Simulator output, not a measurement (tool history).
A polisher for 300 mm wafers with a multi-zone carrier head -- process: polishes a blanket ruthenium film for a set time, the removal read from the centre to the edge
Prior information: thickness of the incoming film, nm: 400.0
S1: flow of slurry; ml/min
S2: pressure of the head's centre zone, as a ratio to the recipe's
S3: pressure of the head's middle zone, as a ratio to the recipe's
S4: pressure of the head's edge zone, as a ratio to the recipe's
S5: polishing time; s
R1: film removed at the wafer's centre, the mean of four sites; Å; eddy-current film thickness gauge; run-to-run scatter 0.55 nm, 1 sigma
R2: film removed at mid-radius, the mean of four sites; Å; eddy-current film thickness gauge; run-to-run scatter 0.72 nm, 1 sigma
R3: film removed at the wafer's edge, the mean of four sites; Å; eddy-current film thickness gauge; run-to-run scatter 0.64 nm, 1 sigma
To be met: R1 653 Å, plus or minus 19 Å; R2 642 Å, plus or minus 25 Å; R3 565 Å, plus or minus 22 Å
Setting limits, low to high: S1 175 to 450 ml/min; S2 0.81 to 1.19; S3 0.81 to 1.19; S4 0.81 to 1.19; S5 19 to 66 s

run  hour   S1    S2    S3    S4  S5      R1      R2      R3
  1     0  290     1     1     1  42  582.15  568.42  545.42
  2   1.5  290     1     1  0.95  42  576.08  569.32  550.11
  3   3.7  300  1.02  1.02  0.95  42  589.07  575.21  539.38
  4   5.4  300  1.07  1.02  0.95  42  623.08  595.26  533.94
  5  10.7  300  1.07  1.02  0.95  52  767.91  715.18  673.09
  6  14.1  300  1.07  1.03  0.94  50  741.61  691.64  631.37
  7  21.9  295  1.06  1.04  0.93  49  719.57     697  630.52
  8  26.3  295  1.06  1.04  0.93  48  703.28  681.68  612.44
  9  33.1  295  1.06  1.04  0.93  47  683.58   647.4  593.52

Which of these 4 next moves meets every target?
  A  39.9  275  1.05  0.92  0.81  49   ?   ?   ?
  B  39.9  335  1.13  1.15  1.08  41   ?   ?   ?
  C  39.9  330  1.02  1.13  0.86  46   ?   ?   ?
  D  39.9  305  1.16   1.1  0.92  44   ?   ?   ?

move      R1      R2      R3
   A  702.43  628.43  584.08
   B  648.35  647.96  566.18
   C  655.02  715.72  569.68
   D  706.97  663.26  558.84
A: the biggest miss grows against the last run
B: meets every target
C: corrects the largest miss of the last run, while another result sits out of spec
D: the biggest miss grows against the last run
B is the move that brings every result within its allowed miss.
